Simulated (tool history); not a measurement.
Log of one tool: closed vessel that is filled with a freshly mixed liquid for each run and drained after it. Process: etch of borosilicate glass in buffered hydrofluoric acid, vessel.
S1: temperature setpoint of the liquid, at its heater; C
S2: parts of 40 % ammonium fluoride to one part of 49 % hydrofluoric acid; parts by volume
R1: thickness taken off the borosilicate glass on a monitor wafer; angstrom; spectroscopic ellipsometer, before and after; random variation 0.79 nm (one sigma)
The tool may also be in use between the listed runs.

run 1 hour=0 | S1=22 S2=22 time_in_the_liquid_(s)=165 | R1=982.4
run 2 hour=8.6 | S1=22 S2=18.5 time_in_the_liquid_(s)=165 | R1=1153.2
run 3 hour=11.4 | S1=24 S2=17.5 time_in_the_liquid_(s)=165 | R1=1356.6
run 4 hour=18.4 | S1=24 S2=17.5 time_in_the_liquid_(s)=175 | R1=1442
run 5 hour=19.1 | S1=24 S2=17.5 time_in_the_liquid_(s)=175 | R1=1439
run 6 hour=26.9 | S1=25.5 S2=17 time_in_the_liquid_(s)=175 | R1=1598
run 7 hour=30.5 | S1=26.5 S2=16.5 time_in_the_liquid_(s)=175 | R1=1746.5
run 8 hour=31.7 | S1=27 S2=16.5 time_in_the_liquid_(s)=175 | R1=1780
run 9 hour=34.7 | S1=27.5 S2=16.5 time_in_the_liquid_(s)=175 | R1=1836.2
-- hour=41.8 hydrofluoric acid flow meter replaced
run 10 hour=41.8 | S1=28 S2=16.5 time_in_the_liquid_(s)=175 | R1=1785.5

The next listed run, before its measurement:
run 11 hour=44.2 | S1=28.5 S2=16 time_in_the_liquid_(s)=175 | R1=?

R1: 1872.9 angstrom
